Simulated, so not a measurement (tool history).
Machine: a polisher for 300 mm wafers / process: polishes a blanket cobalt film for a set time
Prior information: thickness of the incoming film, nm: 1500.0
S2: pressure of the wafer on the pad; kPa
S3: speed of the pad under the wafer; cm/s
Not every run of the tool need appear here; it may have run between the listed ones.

Run 1, hour 0: flow of slurry (ml/min) 150, S2 17.2 kPa, S3 90 cm/s, polishing time (s) 26. Result: film removed (Å) 1654.2.
Run 2, hour 3: flow of slurry (ml/min) 150, S2 17.2 kPa, S3 70 cm/s, polishing time (s) 26. Result: film removed (Å) 1439.6.
Run 3, hour 11.6: flow of slurry (ml/min) 150, S2 17.2 kPa, S3 70 cm/s, polishing time (s) 24. Result: film removed (Å) 1316.8.
Run 4, hour 17.3: flow of slurry (ml/min) 150, S2 17.2 kPa, S3 80 cm/s, polishing time (s) 24. Result: film removed (Å) 1427.7.
Run 5, hour 23.5: flow of slurry (ml/min) 155, S2 19.3 kPa, S3 80 cm/s, polishing time (s) 24. Result: film removed (Å) 1583.1.
Run 6, hour 26.8: flow of slurry (ml/min) 155, S2 21.4 kPa, S3 82 cm/s, polishing time (s) 24. Result: film removed (Å) 1803.1.
Run 7, hour 35: flow of slurry (ml/min) 155, S2 22.8 kPa, S3 82 cm/s, polishing time (s) 24. Result: film removed (Å) 1934.3.
Run 8, hour 40.2: flow of slurry (ml/min) 155, S2 23.4 kPa, S3 82 cm/s, polishing time (s) 24. Result: film removed (Å) 1973.1.

Run 9, settings as shown, results not yet in. Your forecast:
Run 9, hour 48.1: flow of slurry (ml/min) 160, S2 24.1 kPa, S3 82 cm/s, polishing time (s) 24. Result: film removed (Å) ?.

Run 9 yielded film removed (Å) 2008.4.
